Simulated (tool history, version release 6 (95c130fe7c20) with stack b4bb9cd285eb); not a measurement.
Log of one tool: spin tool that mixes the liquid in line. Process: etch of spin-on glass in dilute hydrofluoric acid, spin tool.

run  hour  temperature setpoint of the liquid (K)  parts of water to one part of 49 % hydrofluoric acid (parts by volume)  time under the liquid (s)  thickness taken off the spin-on glass on a monitor wafer (Å)
  1   0.0                                  297.15                                                                      80                        120                                                        825.35
  2   3.2                                  297.15                                                                      60                        120                                                       1129.00
  3   3.9                                  297.15                                                                      40                        120                                                       1736.50
  4  11.6                                  295.65                                                                      50                        120                                                       1291.40
  5  13.5                                  295.65                                                                      30                        120                                                       2197.20
  6  20.4                                  293.15                                                                      30                        120                                                       1997.40
  7  27.7                                  292.65                                                                      40                        120                                                       1461.90
  8  34.3                                  292.15                                                                      45                        120                                                       1239.90

The next listed run, before its measurement:
  9  38.4                                  291.65                                                                      50                        120                                                             ?

thickness taken off the spin-on glass on a monitor wafer (Å): 1083.70
